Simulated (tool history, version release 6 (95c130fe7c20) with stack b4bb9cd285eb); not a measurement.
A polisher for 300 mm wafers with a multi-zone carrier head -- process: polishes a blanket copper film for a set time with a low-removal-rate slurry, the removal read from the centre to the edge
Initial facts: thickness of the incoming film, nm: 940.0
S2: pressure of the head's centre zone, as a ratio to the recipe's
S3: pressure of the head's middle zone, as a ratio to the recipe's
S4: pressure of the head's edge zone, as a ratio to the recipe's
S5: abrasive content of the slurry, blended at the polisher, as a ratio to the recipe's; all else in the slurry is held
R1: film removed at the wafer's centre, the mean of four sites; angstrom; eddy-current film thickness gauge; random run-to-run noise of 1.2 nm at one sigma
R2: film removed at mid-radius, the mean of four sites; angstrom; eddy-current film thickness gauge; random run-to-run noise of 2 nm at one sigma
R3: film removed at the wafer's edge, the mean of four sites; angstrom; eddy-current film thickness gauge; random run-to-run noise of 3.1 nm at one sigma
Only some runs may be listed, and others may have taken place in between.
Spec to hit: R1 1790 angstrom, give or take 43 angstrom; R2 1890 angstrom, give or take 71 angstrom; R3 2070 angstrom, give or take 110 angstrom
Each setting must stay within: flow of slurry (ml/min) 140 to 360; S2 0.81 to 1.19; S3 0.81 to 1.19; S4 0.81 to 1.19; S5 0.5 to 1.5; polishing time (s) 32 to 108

Run 1, hour 0: flow of slurry (ml/min) 230, S2 1, S3 1, S4 1, S5 1, polishing time (s) 70. Result: R1 3829.5 angstrom, R2 3566.6 angstrom, R3 3482.5 angstrom.
Run 2, hour 0.6: flow of slurry (ml/min) 230, S2 1, S3 1, S4 1, S5 1, polishing time (s) 77. Result: R1 4239.2 angstrom, R2 3846.3 angstrom, R3 4119 angstrom.
Run 3, hour 5.7: flow of slurry (ml/min) 230, S2 1, S3 1, S4 1.06, S5 1, polishing time (s) 77. Result: R1 4193 angstrom, R2 3895 angstrom, R3 4055.7 angstrom.
Run 4, hour 14.7: flow of slurry (ml/min) 220, S2 0.98, S3 0.98, S4 1.07, S5 0.95, polishing time (s) 73. Result: R1 3810.6 angstrom, R2 3639.2 angstrom, R3 3848.9 angstrom.
Run 5, hour 17.3: flow of slurry (ml/min) 220, S2 0.98, S3 0.98, S4 1.14, S5 0.95, polishing time (s) 73. Result: R1 3812.2 angstrom, R2 3569.4 angstrom, R3 4028.9 angstrom.
Run 6, hour 24: flow of slurry (ml/min) 220, S2 0.9, S3 0.98, S4 1.14, S5 0.95, polishing time (s) 73. Result: R1 3520.9 angstrom, R2 3520.2 angstrom, R3 3998.5 angstrom.
At hour 31.8: centre zone pressure recalibrated.
Run 7, hour 31.8: flow of slurry (ml/min) 215, S2 0.89, S3 0.97, S4 1.13, S5 0.9, polishing time (s) 69. Result: R1 3042 angstrom, R2 3322.7 angstrom, R3 3642.5 angstrom.
Run 8, hour 34.3: flow of slurry (ml/min) 230, S2 0.9, S3 0.95, S4 1.13, S5 0.85, polishing time (s) 65. Result: R1 2904.8 angstrom, R2 3065.8 angstrom, R3 3474.5 angstrom.
Run 9, hour 36.8: flow of slurry (ml/min) 235, S2 0.91, S3 0.94, S4 1.11, S5 0.8, polishing time (s) 62. Result: R1 2777 angstrom, R2 2895.5 angstrom, R3 3248.3 angstrom.
Run 10, hour 44.2: flow of slurry (ml/min) 240, S2 0.91, S3 0.93, S4 1.1, S5 0.75, polishing time (s) 60. Result: R1 2659.6 angstrom, R2 2774.2 angstrom, R3 3129.9 angstrom.
Run 11, hour 49.9: flow of slurry (ml/min) 240, S2 0.91, S3 0.92, S4 1.08, S5 0.7, polishing time (s) 58. Result: R1 2573.9 angstrom, R2 2647.7 angstrom, R3 2999.4 angstrom.
Run 12, hour 56.4: flow of slurry (ml/min) 235, S2 0.9, S3 0.91, S4 1.06, S5 0.7, polishing time (s) 56. Result: R1 2450.8 angstrom, R2 2514 angstrom, R3 2817.4 angstrom.
Run 13, hour 64.5: flow of slurry (ml/min) 230, S2 0.89, S3 0.9, S4 1.05, S5 0.7, polishing time (s) 55. Result: R1 2351.6 angstrom, R2 2431.7 angstrom, R3 2769.8 angstrom.
Run 14, hour 69.3: flow of slurry (ml/min) 225, S2 0.88, S3 0.89, S4 1.03, S5 0.7, polishing time (s) 54. Result: R1 2277.5 angstrom, R2 2380.1 angstrom, R3 2677.1 angstrom.
Run 15, hour 77.5: flow of slurry (ml/min) 220, S2 0.87, S3 0.88, S4 1.01, S5 0.7, polishing time (s) 53. Result: R1 2175.8 angstrom, R2 2291.7 angstrom, R3 2599 angstrom.
Run 16, hour 80.8: flow of slurry (ml/min) 215, S2 0.87, S3 0.87, S4 0.99, S5 0.7, polishing time (s) 53. Result: R1 2172.9 angstrom, R2 2238.2 angstrom, R3 2528.9 angstrom.
Run 17, hour 82.3: flow of slurry (ml/min) 210, S2 0.86, S3 0.86, S4 0.97, S5 0.7, polishing time (s) 53. Result: R1 2164.7 angstrom, R2 2227.1 angstrom, R3 2573.3 angstrom.

Pick the move, out of 4, that brings all results within their allowed miss; only one does.
Run A, hour 83.8: flow of slurry (ml/min) 165, S2 0.87, S3 1, S4 0.93, S5 0.55, polishing time (s) 47. Result: R1 ?, R2 ?, R3 ?.
Run B, hour 83.8: flow of slurry (ml/min) 265, S2 0.99, S3 0.85, S4 0.91, S5 0.85, polishing time (s) 39. Result: R1 ?, R2 ?, R3 ?.
Run C, hour 83.8: flow of slurry (ml/min) 205, S2 0.92, S3 0.83, S4 1.06, S5 0.6, polishing time (s) 42. Result: R1 ?, R2 ?, R3 ?.
Run D, hour 83.8: flow of slurry (ml/min) 220, S2 0.81, S3 0.82, S4 0.82, S5 0.75, polishing time (s) 46. Result: R1 ?, R2 ?, R3 ?.

move      R1      R2      R3
   A  1776.5  2093.4  2047.9
   B  1934.4  1732.7  1889.6
   C  1772.5  1683.8  2032.3
   D  1780.7    1904  2051.5
A: brings the last run's worst result on target, with another outside its allowed miss
B: closer than the last run, but not yet in spec
C: brings the last run's worst result on target, with another outside its allowed miss
D: meets every target
Move D is the one to make.
